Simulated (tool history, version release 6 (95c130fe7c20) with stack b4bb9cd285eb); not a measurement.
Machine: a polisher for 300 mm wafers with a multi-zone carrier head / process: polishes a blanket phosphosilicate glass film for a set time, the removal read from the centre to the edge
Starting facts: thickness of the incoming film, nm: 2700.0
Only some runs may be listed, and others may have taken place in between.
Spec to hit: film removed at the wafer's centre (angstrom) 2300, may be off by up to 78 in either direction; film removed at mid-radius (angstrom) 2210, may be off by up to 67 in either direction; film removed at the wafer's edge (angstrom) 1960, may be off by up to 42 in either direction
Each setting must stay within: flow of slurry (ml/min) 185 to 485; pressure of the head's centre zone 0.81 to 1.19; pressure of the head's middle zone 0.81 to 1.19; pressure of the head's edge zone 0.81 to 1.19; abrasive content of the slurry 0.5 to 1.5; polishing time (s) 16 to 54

run,hour,flow of slurry (ml/min),pressure of the head's centre zone,pressure of the head's middle zone,pressure of the head's edge zone,abrasive content of the slurry,polishing time (s),film removed at the wafer's centre (angstrom),film removed at mid-radius (angstrom),film removed at the wafer's edge (angstrom)
1,0,310,1,1,1,1,35,1830,1887,1953.4
2,2.9,310,1,1,1,1,29,1515.5,1533.1,1628.8
3,5.4,320,1.03,1.03,1,1.05,29,1605.9,1619.9,1639
4,11.2,320,1.03,1.03,1,1,29,1598.7,1564.8,1621.9
5,19.9,325,1.05,1.05,1.01,1.05,29,1622.3,1610.4,1651
6,23.7,325,1.08,1.05,1.01,1.05,29,1706.3,1626.9,1648.9
# hour 30.8: edge zone pressure recalibrated
7,30.8,330,1.1,1.07,1.01,1.1,29,1737.6,1689.7,1607.6
8,38.4,335,1.11,1.07,1.03,1.15,29,1782.8,1712.2,1637.5
9,40.9,335,1.11,1.07,1.03,1.15,29,1791.9,1689.3,1641.8
10,48.1,335,1.12,1.08,1.04,1.2,30,1874.1,1778.1,1736.8
11,49.8,340,1.13,1.09,1.04,1.25,30,1920.7,1860.7,1747.4
12,51.8,345,1.14,1.09,1.04,1.3,30,1998.9,1873.7,1758.7
13,56.6,345,1.15,1.1,1.05,1.35,30,1998.6,1912.2,1822.2
14,59.5,355,1.16,1.11,1.05,1.35,30,2042.8,1914.5,1808
15,63.7,355,1.16,1.12,1.05,1.35,30,2035.1,1953.8,1811.7
16,71.8,360,1.16,1.12,1.05,1.35,30,2081.1,1935,1802.4
17,73.9,365,1.16,1.13,1.05,1.35,30,2026.2,1964.1,1822.5

Exercise: of the 5 proposed moves below, exactly one satisfies all targets within the stated allowed misses. Which move is it?
A,76,360,1.16,1.13,0.97,1.35,34,?,?,?
B,76,435,1.05,1.14,1.11,1.4,33,?,?,?
C,76,285,1.17,1.19,0.95,1.45,34,?,?,?
D,76,295,1.13,1.11,1.13,1.5,29,?,?,?
E,76,295,1.19,1.19,0.93,1.35,33,?,?,?

move,film removed at the wafer's centre (angstrom),film removed at mid-radius (angstrom),film removed at the wafer's edge (angstrom)
A,2285.5,2205.7,1965.3
B,2057.8,2209.9,2080.8
C,2303,2308,1955
D,1920.8,1877.8,1839.9
E,2235.5,2201.5,1845
A: all results in spec
B: gets the furthest-off result to its target, but another result is out of tolerance
C: carries the result that was furthest off beyond its target, to the other side
D: misses by more than the last run did
E: gets the furthest-off result to its target, but another result is out of tolerance
Correct choice: A, which meets every target

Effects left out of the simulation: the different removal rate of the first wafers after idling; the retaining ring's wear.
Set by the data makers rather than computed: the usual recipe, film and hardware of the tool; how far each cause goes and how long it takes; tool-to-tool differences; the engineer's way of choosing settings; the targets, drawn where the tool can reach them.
